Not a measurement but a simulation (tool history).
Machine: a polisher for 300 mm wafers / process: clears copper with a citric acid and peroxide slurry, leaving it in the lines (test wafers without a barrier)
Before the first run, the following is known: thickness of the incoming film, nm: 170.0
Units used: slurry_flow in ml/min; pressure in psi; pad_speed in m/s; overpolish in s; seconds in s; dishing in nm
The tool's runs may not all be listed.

run	hour	slurry_flow	pressure	pad_speed	slurry_solids	overpolish	seconds	dishing
1	0.0	215	2.1	0.90	1.0	16	126.000	13.233
2	8.5	255	2.1	0.90	1.0	16	121.140	13.484
3	11.5	255	2.6	0.90	1.0	16	99.422	15.814
4	14.8	255	2.6	0.68	1.0	16	129.450	13.391
5	22.2	255	2.6	0.68	1.0	12	130.970	10.195
6	30.9	255	2.5	0.68	1.0	14	136.570	11.216
7	38.4	255	2.5	0.68	1.0	16	139.540	12.779
8	40.2	255	2.5	0.68	1.0	17	137.060	13.803

Predict the results of run 9:
9	43.6	255	2.5	0.68	1.0	18	?	?

Run 9 gave seconds 136.990 s, dishing 14.550 nm.

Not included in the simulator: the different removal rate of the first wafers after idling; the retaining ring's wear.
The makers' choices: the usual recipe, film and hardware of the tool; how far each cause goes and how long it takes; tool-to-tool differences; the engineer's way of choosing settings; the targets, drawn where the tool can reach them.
